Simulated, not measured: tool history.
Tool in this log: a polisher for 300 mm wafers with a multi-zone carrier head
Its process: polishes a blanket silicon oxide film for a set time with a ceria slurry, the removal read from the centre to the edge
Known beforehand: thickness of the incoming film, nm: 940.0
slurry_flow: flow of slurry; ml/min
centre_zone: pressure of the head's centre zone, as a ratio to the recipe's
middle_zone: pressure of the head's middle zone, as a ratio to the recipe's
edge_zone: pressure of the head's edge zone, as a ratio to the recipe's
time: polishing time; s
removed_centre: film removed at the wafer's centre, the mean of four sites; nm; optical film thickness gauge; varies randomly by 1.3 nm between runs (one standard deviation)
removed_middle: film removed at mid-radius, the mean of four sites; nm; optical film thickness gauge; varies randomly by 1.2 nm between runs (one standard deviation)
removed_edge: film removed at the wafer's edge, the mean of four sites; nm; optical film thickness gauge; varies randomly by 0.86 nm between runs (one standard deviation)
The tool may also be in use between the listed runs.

run,hour,slurry_flow,centre_zone,middle_zone,edge_zone,time,removed_centre,removed_middle,removed_edge
1,0,175,1,1,1,31,94.095,93.216,94.282
2,2.1,175,1,0.95,1,31,95.161,88.386,94.042
3,10.1,195,1,0.95,1,31,93.601,90.301,94.933
4,17.3,195,1,0.95,1,27,83.763,79.231,82.998
5,18.6,195,1,1.03,1,27,84.065,85.396,83.356
6,23.4,195,0.94,1.03,1,27,78.577,85.023,82.514
7,28.6,195,0.96,1.03,1.01,28,83.48,86.542,85.376
8,31.1,195,0.98,1.03,1.02,29,87.852,90.703,89.991

Predict the results of run 9:
9,38.2,195,1,1.03,1.03,29,?,?,?

removed_centre: 89.53 nm
removed_middle: 90.415 nm
removed_edge: 89.37 nm
